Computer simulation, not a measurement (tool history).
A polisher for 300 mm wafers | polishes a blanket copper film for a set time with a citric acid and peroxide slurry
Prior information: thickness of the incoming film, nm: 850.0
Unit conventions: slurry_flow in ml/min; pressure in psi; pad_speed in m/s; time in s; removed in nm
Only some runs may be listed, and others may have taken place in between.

run,hour,slurry_flow,pressure,pad_speed,slurry_solids,time,removed
1,0.0,165,2.5,1.26,1.0,34,78.420
2,1.1,165,2.5,1.26,0.8,34,76.395
3,2.3,165,2.5,1.26,0.6,34,71.183
4,11.3,165,2.5,1.26,0.5,34,68.599
5,18.7,165,2.9,1.26,0.5,34,76.103
6,25.8,165,2.9,1.44,0.5,34,87.142
7,32.3,160,2.4,1.44,0.5,34,75.191

Run 8 comes next. What will it give?
8,41.1,155,2.1,1.44,0.5,34,?

{"run 8": {"removed": 69.07}}
